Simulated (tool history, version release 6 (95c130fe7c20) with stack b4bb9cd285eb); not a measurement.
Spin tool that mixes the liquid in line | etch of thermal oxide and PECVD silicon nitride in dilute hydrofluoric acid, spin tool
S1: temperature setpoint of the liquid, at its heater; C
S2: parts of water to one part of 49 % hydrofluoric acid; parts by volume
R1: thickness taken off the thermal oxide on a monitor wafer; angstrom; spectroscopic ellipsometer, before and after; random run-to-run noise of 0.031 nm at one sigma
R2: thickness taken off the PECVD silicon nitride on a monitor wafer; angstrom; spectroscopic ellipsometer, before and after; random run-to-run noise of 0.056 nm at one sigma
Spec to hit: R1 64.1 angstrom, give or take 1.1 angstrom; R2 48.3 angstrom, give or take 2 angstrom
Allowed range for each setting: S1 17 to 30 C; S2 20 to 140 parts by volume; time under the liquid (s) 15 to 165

{"run": 1, "hour": 0.0, "S1": 22, "S2": 75, "time under the liquid (s)": 85, "R1": 54.285, "R2": 38.301}
{"run": 2, "hour": 3.2, "S1": 22, "S2": 75, "time under the liquid (s)": 120, "R1": 76.876, "R2": 53.882}
{"run": 3, "hour": 7.7, "S1": 23.5, "S2": 75, "time under the liquid (s)": 120, "R1": 81.708, "R2": 59.391}
{"run": 4, "hour": 13.4, "S1": 23.5, "S2": 60, "time under the liquid (s)": 120, "R1": 104.71, "R2": 74.119}
{"run": 5, "hour": 22.3, "S1": 27, "S2": 60, "time under the liquid (s)": 120, "R1": 118.89, "R2": 94.791}
{"run": 6, "hour": 22.9, "S1": 25.5, "S2": 60, "time under the liquid (s)": 120, "R1": 112.79, "R2": 85.44}
{"run": 7, "hour": 29.2, "S1": 25, "S2": 65, "time under the liquid (s)": 120, "R1": 101.72, "R2": 76.734}
{"hour": 35.2, "done": "hydrofluoric acid flow meter replaced"}
{"run": 8, "hour": 35.2, "S1": 21.5, "S2": 95, "time under the liquid (s)": 125, "R1": 53.622, "R2": 38.431}
{"run": 9, "hour": 44.0, "S1": 22, "S2": 95, "time under the liquid (s)": 125, "R1": 54.593, "R2": 39.076}

Which of these 5 next moves meets every target?
{"run": "A", "hour": 52.8, "S1": 22, "S2": 70, "time under the liquid (s)": 110, "R1": "?", "R2": "?"}
{"run": "B", "hour": 52.8, "S1": 26.5, "S2": 75, "time under the liquid (s)": 90, "R1": "?", "R2": "?"}
{"run": "C", "hour": 52.8, "S1": 17.5, "S2": 80, "time under the liquid (s)": 110, "R1": "?", "R2": "?"}
{"run": "D", "hour": 52.8, "S1": 25, "S2": 100, "time under the liquid (s)": 150, "R1": "?", "R2": "?"}
{"run": "E", "hour": 52.8, "S1": 23, "S2": 100, "time under the liquid (s)": 150, "R1": "?", "R2": "?"}

move=A R1=67.482 R2=47.674
move=B R1=61.395 R2=49.179
move=C R1=48.35 R2=30.695
move=D R1=70.019 R2=55.884
move=E R1=64.685 R2=48.983
A: moves the result that the last run missed by most past its target, out the other side
B: closer than the last run, but not yet in spec
C: further off than the last run
D: moves the result that the last run missed by most past its target, out the other side
E: all results land within tolerance of their targets
Correct choice: E, which meets every target
